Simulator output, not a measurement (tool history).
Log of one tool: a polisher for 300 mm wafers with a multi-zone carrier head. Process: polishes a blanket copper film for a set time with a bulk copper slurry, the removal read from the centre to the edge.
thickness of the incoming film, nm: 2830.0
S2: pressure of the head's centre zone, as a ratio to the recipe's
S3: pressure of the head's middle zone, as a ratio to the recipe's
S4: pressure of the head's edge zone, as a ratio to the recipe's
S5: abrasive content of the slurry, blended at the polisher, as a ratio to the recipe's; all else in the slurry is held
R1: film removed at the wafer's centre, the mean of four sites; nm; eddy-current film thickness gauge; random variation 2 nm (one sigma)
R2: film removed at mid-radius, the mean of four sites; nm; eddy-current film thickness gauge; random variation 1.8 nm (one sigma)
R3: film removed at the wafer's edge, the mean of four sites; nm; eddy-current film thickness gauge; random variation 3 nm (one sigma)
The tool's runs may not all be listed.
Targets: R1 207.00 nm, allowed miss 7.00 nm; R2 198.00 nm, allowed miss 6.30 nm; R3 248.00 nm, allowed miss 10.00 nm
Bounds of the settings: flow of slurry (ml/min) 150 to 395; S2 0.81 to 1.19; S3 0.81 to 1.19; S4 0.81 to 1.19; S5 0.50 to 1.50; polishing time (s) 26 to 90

run 1 day=0.000 | flow_of_slurry_(ml/min)=250 S2=1.00 S3=1.00 S4=1.00 S5=1.00 polishing_time_(s)=58 | R1=376.98 R2=370.95 R3=392.97
run 2 day=0.275 | flow_of_slurry_(ml/min)=250 S2=1.00 S3=1.00 S4=1.00 S5=1.00 polishing_time_(s)=51 | R1=333.45 R2=328.38 R3=346.46
run 3 day=0.333 | flow_of_slurry_(ml/min)=235 S2=0.96 S3=0.94 S4=1.00 S5=0.85 polishing_time_(s)=47 | R1=284.66 R2=269.10 R3=300.58
run 4 day=0.446 | flow_of_slurry_(ml/min)=235 S2=0.96 S3=0.94 S4=1.00 S5=1.00 polishing_time_(s)=47 | R1=286.56 R2=283.06 R3=318.13
run 5 day=0.800 | flow_of_slurry_(ml/min)=220 S2=0.91 S3=0.90 S4=0.99 S5=0.85 polishing_time_(s)=46 | R1=257.70 R2=250.44 R3=296.13
run 6 day=0.900 | flow_of_slurry_(ml/min)=220 S2=0.91 S3=0.90 S4=0.94 S5=0.85 polishing_time_(s)=46 | R1=257.82 R2=252.87 R3=284.45
run 7 day=1.000 | flow_of_slurry_(ml/min)=210 S2=0.88 S3=0.87 S4=0.94 S5=0.75 polishing_time_(s)=45 | R1=232.22 R2=230.81 R3=265.97
run 8 day=1.050 | flow_of_slurry_(ml/min)=200 S2=0.87 S3=0.85 S4=0.95 S5=0.70 polishing_time_(s)=45 | R1=226.57 R2=218.33 R3=260.25
run 9 day=1.238 | flow_of_slurry_(ml/min)=190 S2=0.86 S3=0.84 S4=0.95 S5=0.65 polishing_time_(s)=45 | R1=214.05 R2=208.07 R3=256.32
run 10 day=1.300 | flow_of_slurry_(ml/min)=180 S2=0.86 S3=0.83 S4=0.94 S5=0.65 polishing_time_(s)=45 | R1=214.28 R2=206.16 R3=252.56
run 11 day=1.592 | flow_of_slurry_(ml/min)=180 S2=0.86 S3=0.83 S4=0.94 S5=0.65 polishing_time_(s)=45 | R1=212.65 R2=204.95 R3=249.07

4 next moves are on the table. One of them brings every result within its allowed miss. Which?
run A day=1.883 | flow_of_slurry_(ml/min)=170 S2=0.90 S3=0.88 S4=0.92 S5=0.80 polishing_time_(s)=43 | R1=? R2=? R3=?
run B day=1.883 | flow_of_slurry_(ml/min)=215 S2=0.91 S3=0.81 S4=1.04 S5=0.65 polishing_time_(s)=43 | R1=? R2=? R3=?
run C day=1.883 | flow_of_slurry_(ml/min)=260 S2=0.82 S3=0.81 S4=0.97 S5=0.65 polishing_time_(s)=42 | R1=? R2=? R3=?
run D day=1.883 | flow_of_slurry_(ml/min)=165 S2=0.86 S3=0.88 S4=0.91 S5=0.65 polishing_time_(s)=46 | R1=? R2=? R3=?

move=A R1=219.79 R2=213.23 R3=243.02
move=B R1=217.19 R2=194.18 R3=248.74
move=C R1=201.19 R2=194.76 R3=239.54
move=D R1=210.65 R2=212.06 R3=240.83
A: further off than the last run
B: brings the result that was furthest off to its target, and leaves another outside
C: meets every target
D: further off than the last run
Move C is the one to make.

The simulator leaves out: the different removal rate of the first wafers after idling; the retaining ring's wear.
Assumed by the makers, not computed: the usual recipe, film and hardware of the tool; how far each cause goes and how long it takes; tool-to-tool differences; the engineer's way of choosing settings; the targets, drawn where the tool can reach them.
